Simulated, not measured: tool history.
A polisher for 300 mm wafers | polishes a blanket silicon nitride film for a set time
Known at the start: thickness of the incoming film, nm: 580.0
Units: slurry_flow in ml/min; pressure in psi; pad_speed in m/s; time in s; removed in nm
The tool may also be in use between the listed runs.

run	hour	slurry_flow	pressure	pad_speed	time	removed
1	0	230	2.4	0.98	47	57.351
2	7.1	230	2.2	0.98	47	52.837
3	11	250	2.2	0.98	47	54.189
4	19.9	250	2.2	0.98	47	53.919
5	21.4	250	2.7	0.98	47	64.86
6	26.4	250	2.9	0.98	47	69.694
7	30.8	250	2.6	0.96	47	60.923
8	36.1	250	2.4	0.94	47	55.568
9	38.7	250	2.2	0.94	47	51.729
10	40.4	250	2	0.94	47	46.473
11	41.4	250	1.9	0.94	47	44.593
12	46.2	250	1.8	0.94	47	42.332

The next listed run, before its measurement:
13	53.4	250	1.7	0.94	47	?

removed: 39.16 nm

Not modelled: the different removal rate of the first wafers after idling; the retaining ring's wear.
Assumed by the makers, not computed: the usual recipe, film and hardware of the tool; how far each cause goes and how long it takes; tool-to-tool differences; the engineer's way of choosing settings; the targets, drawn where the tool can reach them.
